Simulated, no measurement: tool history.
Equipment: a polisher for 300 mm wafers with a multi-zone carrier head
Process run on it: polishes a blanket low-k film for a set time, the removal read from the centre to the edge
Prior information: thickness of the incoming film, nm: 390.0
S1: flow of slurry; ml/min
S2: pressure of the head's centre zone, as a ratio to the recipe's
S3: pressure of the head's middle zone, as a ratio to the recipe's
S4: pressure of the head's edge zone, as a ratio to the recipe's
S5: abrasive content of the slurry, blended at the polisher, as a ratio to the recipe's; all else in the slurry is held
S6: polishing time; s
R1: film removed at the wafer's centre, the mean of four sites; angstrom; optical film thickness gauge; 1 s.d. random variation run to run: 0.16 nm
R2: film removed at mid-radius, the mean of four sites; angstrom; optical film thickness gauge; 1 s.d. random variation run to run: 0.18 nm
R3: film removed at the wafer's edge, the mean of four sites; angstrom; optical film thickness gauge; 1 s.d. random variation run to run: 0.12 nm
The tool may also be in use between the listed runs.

run 1 hour=0.0 | S1=125 S2=1.00 S3=1.00 S4=1.00 S5=1.0 S6=37 | R1=113.81 R2=100.010 R3=106.45
run 2 hour=6.8 | S1=125 S2=1.00 S3=0.91 S4=1.00 S5=1.0 S6=37 | R1=111.84 R2=94.585 R3=105.71
run 3 hour=10.2 | S1=125 S2=1.00 S3=0.91 S4=1.00 S5=0.9 S6=37 | R1=110.31 R2=90.505 R3=103.99
run 4 hour=14.8 | S1=125 S2=1.00 S3=0.91 S4=1.00 S5=0.9 S6=44 | R1=129.30 R2=108.830 R3=125.25
run 5 hour=17.2 | S1=125 S2=1.07 S3=0.91 S4=1.00 S5=0.9 S6=44 | R1=139.46 R2=112.600 R3=122.93
run 6 hour=23.7 | S1=125 S2=1.07 S3=0.91 S4=1.07 S5=0.9 S6=44 | R1=139.40 R2=112.640 R3=126.20

Run 7 has not been measured yet. What should we expect?
run 7 hour=32.7 | S1=130 S2=1.05 S3=0.94 S4=1.08 S5=0.9 S6=44 | R1=? R2=? R3=?

{"run 7": {"R1": 135.58, "R2": 114.22, "R3": 129.13}}
